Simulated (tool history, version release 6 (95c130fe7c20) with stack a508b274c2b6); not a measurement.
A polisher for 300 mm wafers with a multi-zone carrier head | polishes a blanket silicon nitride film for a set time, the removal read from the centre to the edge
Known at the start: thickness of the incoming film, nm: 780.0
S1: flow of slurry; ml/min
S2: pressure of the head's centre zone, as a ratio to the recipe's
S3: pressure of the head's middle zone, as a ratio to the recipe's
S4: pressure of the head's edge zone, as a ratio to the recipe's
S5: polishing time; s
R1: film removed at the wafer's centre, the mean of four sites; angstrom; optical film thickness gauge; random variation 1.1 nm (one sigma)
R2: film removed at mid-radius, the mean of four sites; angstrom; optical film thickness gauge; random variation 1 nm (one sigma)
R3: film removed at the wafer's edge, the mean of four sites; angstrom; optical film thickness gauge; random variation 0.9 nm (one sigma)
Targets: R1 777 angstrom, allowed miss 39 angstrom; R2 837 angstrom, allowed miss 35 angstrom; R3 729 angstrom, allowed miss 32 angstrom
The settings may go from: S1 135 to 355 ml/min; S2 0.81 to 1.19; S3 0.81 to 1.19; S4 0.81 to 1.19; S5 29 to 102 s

run	hour	S1	S2	S3	S4	S5	R1	R2	R3
1	0	225	1	1	1	65	1004.2	1027.6	1034.2
2	3.8	225	1	1.01	0.98	62	971.03	995.58	960.65
3	11.7	225	0.99	1.01	0.96	60	936.19	984.13	919
4	13.2	225	0.99	1.01	0.99	60	946.87	975.47	943.97
5	18.1	225	0.99	1.01	0.99	72	1127.5	1174.6	1127.2
6	27	255	0.99	1.01	0.99	72	1164.3	1211.2	1150.1
7	29.9	250	0.98	1.01	0.97	68	1070.8	1110.4	1073.3
# hour 38.2: worn pad replaced by a new one
8	38.2	275	1.02	1.11	0.87	50	898.35	1010.9	855.21
9	45.2	260	1.02	1.1	0.86	49	892.42	967.93	826.33
10	47.5	250	1.01	1.09	0.85	48	868.26	959.75	790.07
11	52.3	245	1	1.08	0.86	48	857.8	934.09	804.01
12	56.9	240	0.99	1.08	0.86	47	810.6	899.06	763.62

Which of these 4 next moves meets every target?
A	61.5	225	1.01	1.06	0.87	44	?	?	?
B	61.5	265	1.12	1.03	0.89	45	?	?	?
C	61.5	270	1.02	0.99	1.03	43	?	?	?
D	61.5	235	1.03	1.16	0.81	46	?	?	?

move	R1	R2	R3
A	770.37	830.68	745.29
B	875.84	846.32	782.75
C	778.17	783.93	803.18
D	824.05	943.86	757.23
A: meets every target
B: brings the result that was furthest off to its target, and leaves another outside
C: takes the result that was furthest off past its target
D: further off than the last run
Move A is the one to make.
